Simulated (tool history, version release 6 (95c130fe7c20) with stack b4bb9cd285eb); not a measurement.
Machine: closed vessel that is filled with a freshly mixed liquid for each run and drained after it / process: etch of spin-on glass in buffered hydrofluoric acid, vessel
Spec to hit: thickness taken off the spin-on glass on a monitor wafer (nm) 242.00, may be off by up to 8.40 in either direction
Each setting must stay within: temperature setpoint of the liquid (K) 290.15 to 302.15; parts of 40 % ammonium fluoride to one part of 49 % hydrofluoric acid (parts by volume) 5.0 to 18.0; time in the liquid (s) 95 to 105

run	day	temperature setpoint of the liquid (K)	parts of 40 % ammonium fluoride to one part of 49 % hydrofluoric acid (parts by volume)	time in the liquid (s)	thickness taken off the spin-on glass on a monitor wafer (nm)
1	0.000	294.15	11.0	95	287.68
2	0.054	293.65	11.0	95	282.23
3	0.433	293.65	11.0	95	280.51
4	0.475	293.15	11.0	95	274.05
5	0.683	293.15	11.0	95	276.03
6	0.888	292.65	11.0	95	266.89
7	1.142	292.15	11.0	95	257.18
8	1.233	292.15	11.0	95	262.17

Which of these 5 next moves meets every target?
A	1.325	291.15	10.5	100	?
B	1.325	290.15	9.5	100	?
C	1.325	292.15	12.5	100	?
D	1.325	294.15	12.0	95	?
E	1.325	292.15	11.5	100	?

move	thickness taken off the spin-on glass on a monitor wafer (nm)
A	266.97
B	273.17
C	238.25
D	263.50
E	258.50
A: further off than the last run
B: further off than the last run
C: every result within its allowed miss
D: further off than the last run
E: closes in on the targets versus the last run, not all within tolerance yet
C is the move that brings every result within its allowed miss.
